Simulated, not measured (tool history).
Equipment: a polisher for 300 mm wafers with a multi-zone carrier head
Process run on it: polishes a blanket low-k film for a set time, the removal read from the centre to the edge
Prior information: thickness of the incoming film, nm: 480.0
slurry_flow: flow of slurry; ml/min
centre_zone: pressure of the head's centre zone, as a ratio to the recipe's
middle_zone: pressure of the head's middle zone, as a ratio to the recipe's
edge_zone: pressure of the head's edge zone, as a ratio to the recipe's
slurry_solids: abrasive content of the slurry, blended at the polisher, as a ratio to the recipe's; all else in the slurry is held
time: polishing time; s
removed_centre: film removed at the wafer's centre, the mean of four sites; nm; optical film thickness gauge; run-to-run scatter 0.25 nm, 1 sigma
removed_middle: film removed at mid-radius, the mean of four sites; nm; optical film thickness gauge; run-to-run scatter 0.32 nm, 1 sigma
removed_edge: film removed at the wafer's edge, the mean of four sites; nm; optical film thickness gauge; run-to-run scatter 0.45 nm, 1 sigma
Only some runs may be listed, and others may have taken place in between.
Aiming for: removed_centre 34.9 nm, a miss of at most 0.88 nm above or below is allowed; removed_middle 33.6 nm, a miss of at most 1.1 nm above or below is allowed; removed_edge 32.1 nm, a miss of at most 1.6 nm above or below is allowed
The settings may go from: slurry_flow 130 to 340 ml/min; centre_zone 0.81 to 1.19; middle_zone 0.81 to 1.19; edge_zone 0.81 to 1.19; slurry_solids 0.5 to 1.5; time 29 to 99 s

run  hour  slurry_flow  centre_zone  middle_zone  edge_zone  slurry_solids  time  removed_centre  removed_middle  removed_edge
  1     0          220            1            1          1              1    64          26.386          27.488        26.925
  2   2.2          220            1            1          1            1.2    64          28.874          29.506        29.146
  3     5          220            1            1          1           1.35    64          29.931          31.258        30.373
  4  13.6          220            1            1          1            1.5    64          31.179          32.548        32.386
  5  15.3          220            1            1       1.08            1.5    64          31.111          32.131        33.162
  6  18.4          190            1            1       1.08            1.5    64          30.529          31.001        33.005
  7  27.2          215         1.03            1       1.06            1.5    64          32.745          32.087        33.378
  8  30.7          230         1.04            1       1.04           1.45    64          32.376          32.214        32.126

Below are 5 possible settings for the next run. Only one of them brings all results inside the allowed miss of their targets. Which is it?
  A  34.2          155         0.99         0.89       1.07            1.5    71               ?               ?             ?
  B  34.2          225         1.12         1.05       1.01            1.3    67               ?               ?             ?
  C  34.2          305         1.08         1.19       0.81           1.35    62               ?               ?             ?
  D  34.2          230            1         1.04       1.02            1.5    63               ?               ?             ?
  E  34.2          300         1.06         0.94       1.09            1.2    74               ?               ?             ?

move  removed_centre  removed_middle  removed_edge
   A          31.978           31.15         35.38
   B          34.445          33.879        32.008
   C          32.464          36.679        27.821
   D          30.726          33.489        32.013
   E          36.141          34.076        36.459
A: misses by more than the last run did
B: all results in spec
C: no better and no worse than the last run
D: misses by more than the last run did
E: takes the result that was furthest off past its target
B meets every target.
